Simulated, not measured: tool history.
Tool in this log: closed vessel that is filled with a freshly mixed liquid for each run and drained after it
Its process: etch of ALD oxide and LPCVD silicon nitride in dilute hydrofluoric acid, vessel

run,hour,temperature setpoint of the liquid (K),parts of water to one part of 49 % hydrofluoric acid (parts by volume),time in the liquid (s),thickness taken off the ALD oxide on a monitor wafer (angstrom),thickness taken off the LPCVD silicon nitride on a monitor wafer (angstrom)
1,0,296.15,280,395,339.01,7.2005
2,9,297.15,260,395,385.85,7.8649
3,12.2,298.15,250,395,419.55,7.7113
4,17.5,294.65,250,395,369.21,6.7769
5,21.1,297.15,250,395,405.84,7.7743
6,27.9,297.15,305,395,313.15,6.8999

Run 7 has not been measured yet. What should we expect?
7,31.2,301.15,195,395,?,?

{"run 7": {"thickness taken off the ALD oxide on a monitor wafer (angstrom)": 630.64, "thickness taken off the LPCVD silicon nitride on a monitor wafer (angstrom)": 13.079}}
